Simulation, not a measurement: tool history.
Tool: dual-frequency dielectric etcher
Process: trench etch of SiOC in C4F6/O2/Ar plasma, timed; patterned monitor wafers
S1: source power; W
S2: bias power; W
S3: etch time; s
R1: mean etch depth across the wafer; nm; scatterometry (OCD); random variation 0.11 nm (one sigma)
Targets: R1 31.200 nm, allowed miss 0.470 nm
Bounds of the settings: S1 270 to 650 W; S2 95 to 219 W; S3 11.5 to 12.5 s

run 1 hour=0.0 | S1=460 S2=157 S3=12.5 | R1=25.936
run 2 hour=4.6 | S1=550 S2=157 S3=12.5 | R1=27.489
run 3 hour=6.8 | S1=490 S2=157 S3=12.5 | R1=26.343
run 4 hour=15.5 | S1=490 S2=157 S3=11.5 | R1=24.413
run 5 hour=17.2 | S1=420 S2=157 S3=11.5 | R1=22.999
run 6 hour=24.6 | S1=420 S2=157 S3=11.5 | R1=23.046
run 7 hour=33.3 | S1=450 S2=165 S3=11.5 | R1=24.227
run 8 hour=39.5 | S1=480 S2=170 S3=11.5 | R1=25.176
run 9 hour=47.8 | S1=500 S2=174 S3=11.5 | R1=25.851
run 10 hour=48.6 | S1=520 S2=178 S3=11.5 | R1=26.665
run 11 hour=52.8 | S1=520 S2=178 S3=11.5 | R1=26.278
run 12 hour=61.0 | S1=620 S2=209 S3=11.5 | R1=30.424
run 13 hour=68.6 | S1=640 S2=210 S3=11.5 | R1=30.659

5 next moves are on the table. One of them brings every result within its allowed miss. Which?
run A hour=76.2 | S1=580 S2=202 S3=12.0 | R1=?
run B hour=76.2 | S1=650 S2=215 S3=11.5 | R1=?
run C hour=76.2 | S1=560 S2=216 S3=11.5 | R1=?
run D hour=76.2 | S1=640 S2=206 S3=11.5 | R1=?
run E hour=76.2 | S1=600 S2=207 S3=12.5 | R1=?

move=A R1=30.402
move=B R1=31.211
move=C R1=29.671
move=D R1=30.444
move=E R1=32.411
A: further off than the last run
B: meets every target
C: further off than the last run
D: further off than the last run
E: takes the result that was furthest off past its target
The right move is B.

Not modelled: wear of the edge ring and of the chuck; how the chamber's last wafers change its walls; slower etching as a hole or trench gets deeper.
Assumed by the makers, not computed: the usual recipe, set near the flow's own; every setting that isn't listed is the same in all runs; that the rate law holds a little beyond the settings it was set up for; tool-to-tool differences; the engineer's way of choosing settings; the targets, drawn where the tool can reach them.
